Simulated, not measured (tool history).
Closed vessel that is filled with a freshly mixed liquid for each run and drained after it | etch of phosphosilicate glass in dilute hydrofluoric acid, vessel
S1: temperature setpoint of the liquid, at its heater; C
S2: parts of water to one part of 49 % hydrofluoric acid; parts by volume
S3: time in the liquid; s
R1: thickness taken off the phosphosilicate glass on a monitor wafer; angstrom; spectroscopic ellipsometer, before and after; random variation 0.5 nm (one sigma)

{"run": 1, "hour": 0.0, "S1": 23.0, "S2": 245, "S3": 95, "R1": 309.67}
{"run": 2, "hour": 4.2, "S1": 24.5, "S2": 230, "S3": 95, "R1": 350.73}
{"run": 3, "hour": 8.5, "S1": 27.5, "S2": 230, "S3": 95, "R1": 391.77}
{"run": 4, "hour": 12.7, "S1": 27.5, "S2": 230, "S3": 95, "R1": 390.4}
{"run": 5, "hour": 19.5, "S1": 27.5, "S2": 290, "S3": 95, "R1": 292.95}
{"run": 6, "hour": 26.3, "S1": 28.0, "S2": 265, "S3": 95, "R1": 335.67}
{"run": 7, "hour": 34.0, "S1": 31.0, "S2": 170, "S3": 95, "R1": 650.23}

Forecast run 8:
{"run": 8, "hour": 35.9, "S1": 30.5, "S2": 170, "S3": 95, "R1": "?"}

{"run 8": {"R1": 633.09}}
